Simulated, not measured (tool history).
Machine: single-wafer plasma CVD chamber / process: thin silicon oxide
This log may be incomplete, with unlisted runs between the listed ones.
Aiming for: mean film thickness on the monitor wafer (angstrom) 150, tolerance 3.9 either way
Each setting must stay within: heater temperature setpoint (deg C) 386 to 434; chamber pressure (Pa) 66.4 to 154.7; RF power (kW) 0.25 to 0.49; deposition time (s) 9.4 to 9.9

| run | hour | heater temperature setpoint (deg C) | chamber pressure (Pa) | RF power (kW) | deposition time (s) | mean film thickness on the monitor wafer (angstrom) |
|---|---|---|---|---|---|---|
| 1 | 0 | 410 | 110.5 | 0.37 | 9.9 | 212.25 |
| 2 | 8.9 | 414 | 110.5 | 0.37 | 9.9 | 211.7 |
| 3 | 11.5 | 414 | 99.9 | 0.365 | 9.9 | 190.3 |
| 4 | 15.2 | 414 | 84.7 | 0.365 | 9.9 | 156.84 |
| 5 | 19.7 | 414 | 83.6 | 0.365 | 9.9 | 155.12 |
| 6 | 23.3 | 414 | 75.2 | 0.365 | 9.9 | 135.96 |
| 7 | 25.5 | 414 | 77.2 | 0.365 | 9.9 | 140.13 |
| 8 | 27.8 | 414 | 78.7 | 0.365 | 9.9 | 142.72 |
| 9 | 35.7 | 414 | 85.5 | 0.37 | 9.9 | 158.7 |
| 10 | 38.1 | 414 | 84.3 | 0.37 | 9.9 | 155.61 |
| 11 | 41.9 | 414 | 83.5 | 0.37 | 9.9 | 154.72 |

4 candidate next runs follow, results not yet known. Just one meets every target within its allowed miss. Identify it.
| A | 45.7 | 415 | 85.7 | 0.37 | 9.9 | ? |
| B | 45.7 | 416 | 87.9 | 0.37 | 9.9 | ? |
| C | 45.7 | 396 | 82.1 | 0.415 | 9.4 | ? |
| D | 45.7 | 423 | 95.9 | 0.285 | 9.4 | ? |

| move | mean film thickness on the monitor wafer (angstrom) |
|---|---|
| A | 159.76 |
| B | 164.37 |
| C | 150.16 |
| D | 160.45 |
A: misses by more than the last run did
B: misses by more than the last run did
C: each result inside its tolerance
D: misses by more than the last run did
Answer: C

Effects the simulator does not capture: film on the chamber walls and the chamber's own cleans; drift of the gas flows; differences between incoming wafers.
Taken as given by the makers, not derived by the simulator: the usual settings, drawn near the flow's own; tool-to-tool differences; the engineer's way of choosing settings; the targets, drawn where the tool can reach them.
